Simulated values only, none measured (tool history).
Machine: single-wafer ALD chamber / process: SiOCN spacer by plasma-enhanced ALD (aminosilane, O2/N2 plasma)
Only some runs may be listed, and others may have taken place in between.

run	hour	heater temperature setpoint (°C)	number of ALD cycles (cycles)	mean film thickness on the monitor wafer (Å)
1	0.0	410	55	33.500
2	4.8	410	60	36.451
3	5.5	418	60	35.664
4	12.8	410	60	36.379
5	13.6	416	60	36.052
6	21.8	416	56	33.562
7	25.5	413	57	34.499
8	33.5	411	58	35.355
9	35.1	409	59	36.265
10	36.6	408	59	36.033

Run 11 has not been measured yet. What should we expect?
11	45.2	407	60	?

mean film thickness on the monitor wafer (Å): 37.175
